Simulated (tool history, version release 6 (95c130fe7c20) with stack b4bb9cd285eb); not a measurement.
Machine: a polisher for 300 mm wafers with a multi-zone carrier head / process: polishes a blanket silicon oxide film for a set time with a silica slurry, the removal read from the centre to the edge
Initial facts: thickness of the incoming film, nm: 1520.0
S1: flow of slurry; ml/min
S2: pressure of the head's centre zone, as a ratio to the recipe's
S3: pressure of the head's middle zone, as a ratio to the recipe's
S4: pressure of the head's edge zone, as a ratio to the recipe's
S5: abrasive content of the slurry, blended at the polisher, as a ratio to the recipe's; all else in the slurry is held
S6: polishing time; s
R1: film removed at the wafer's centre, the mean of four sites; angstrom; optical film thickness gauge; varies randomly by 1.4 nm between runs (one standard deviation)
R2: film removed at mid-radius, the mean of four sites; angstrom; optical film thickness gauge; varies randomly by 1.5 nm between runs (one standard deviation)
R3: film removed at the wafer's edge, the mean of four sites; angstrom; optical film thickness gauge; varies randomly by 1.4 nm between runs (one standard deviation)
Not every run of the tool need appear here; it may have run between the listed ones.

run  hour   S1    S2    S3    S4    S5  S6      R1      R2      R3
  1   0.0  285  1.00  1.00  1.00  1.00  53  1475.2  1521.7  1470.0
  2   2.9  285  0.96  1.01  0.97  0.85  52  1299.5  1367.3  1322.3
  3  11.6  285  0.96  1.01  0.97  0.70  52  1198.0  1267.6  1230.5
  4  20.5  285  1.04  1.01  0.97  0.70  52  1285.4  1259.1  1226.1
  5  21.4  285  1.04  1.01  0.97  0.80  52  1357.3  1371.6  1293.8
  6  27.1  285  1.04  1.01  0.93  0.80  52  1372.8  1375.8  1279.0

The next listed run, before its measurement:
  7  29.4  280  0.98  1.04  0.93  0.70  51   ?   ?   ?

{"run 7": {"R1": 1231.9, "R2": 1272.3, "R3": 1195.7}}

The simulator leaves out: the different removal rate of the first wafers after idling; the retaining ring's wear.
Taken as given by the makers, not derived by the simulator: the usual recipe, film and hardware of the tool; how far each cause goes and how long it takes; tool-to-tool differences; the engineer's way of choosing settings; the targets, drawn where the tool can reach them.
